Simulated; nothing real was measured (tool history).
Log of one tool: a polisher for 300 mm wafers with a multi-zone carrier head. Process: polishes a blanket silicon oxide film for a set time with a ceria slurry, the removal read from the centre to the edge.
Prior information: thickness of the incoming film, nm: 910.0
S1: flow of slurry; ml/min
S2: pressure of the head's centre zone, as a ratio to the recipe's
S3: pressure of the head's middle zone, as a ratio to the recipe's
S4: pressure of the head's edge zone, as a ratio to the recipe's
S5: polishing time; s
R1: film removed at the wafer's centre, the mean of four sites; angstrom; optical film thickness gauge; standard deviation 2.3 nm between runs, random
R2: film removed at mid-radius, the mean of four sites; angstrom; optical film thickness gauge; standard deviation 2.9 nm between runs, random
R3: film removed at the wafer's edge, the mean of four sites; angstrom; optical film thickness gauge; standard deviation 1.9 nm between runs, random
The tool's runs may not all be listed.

run 1 hour=0.0 | S1=265 S2=1.00 S3=1.00 S4=1.00 S5=83 | R1=3326.1 R2=3373.4 R3=3371.3
run 2 hour=7.1 | S1=255 S2=0.97 S3=0.98 S4=0.98 S5=78 | R1=3037.8 R2=3137.2 R3=3162.3
run 3 hour=8.2 | S1=290 S2=0.97 S3=0.98 S4=0.98 S5=78 | R1=3144.5 R2=3156.6 R3=3214.2
run 4 hour=13.8 | S1=275 S2=0.94 S3=0.97 S4=0.97 S5=73 | R1=2759.6 R2=2976.1 R3=2931.5
run 5 hour=17.8 | S1=265 S2=0.92 S3=0.94 S4=0.97 S5=70 | R1=2568.2 R2=2783.5 R3=2814.4
run 6 hour=21.2 | S1=265 S2=0.99 S3=0.94 S4=0.97 S5=70 | R1=2836.2 R2=2708.6 R3=2824.3
run 7 hour=27.7 | S1=255 S2=0.96 S3=0.92 S4=0.96 S5=68 | R1=2596.3 R2=2618.6 R3=2738.0
run 8 hour=30.1 | S1=245 S2=0.94 S3=0.90 S4=0.95 S5=66 | R1=2457.0 R2=2407.7 R3=2640.9
run 9 hour=37.5 | S1=240 S2=0.92 S3=0.90 S4=0.93 S5=65 | R1=2387.8 R2=2403.5 R3=2534.4

Predict the results of run 10:
run 10 hour=46.4 | S1=230 S2=0.90 S3=0.89 S4=0.93 S5=65 | R1=? R2=? R3=?

R1: 2315.3 angstrom
R2: 2396.2 angstrom
R3: 2544.3 angstrom

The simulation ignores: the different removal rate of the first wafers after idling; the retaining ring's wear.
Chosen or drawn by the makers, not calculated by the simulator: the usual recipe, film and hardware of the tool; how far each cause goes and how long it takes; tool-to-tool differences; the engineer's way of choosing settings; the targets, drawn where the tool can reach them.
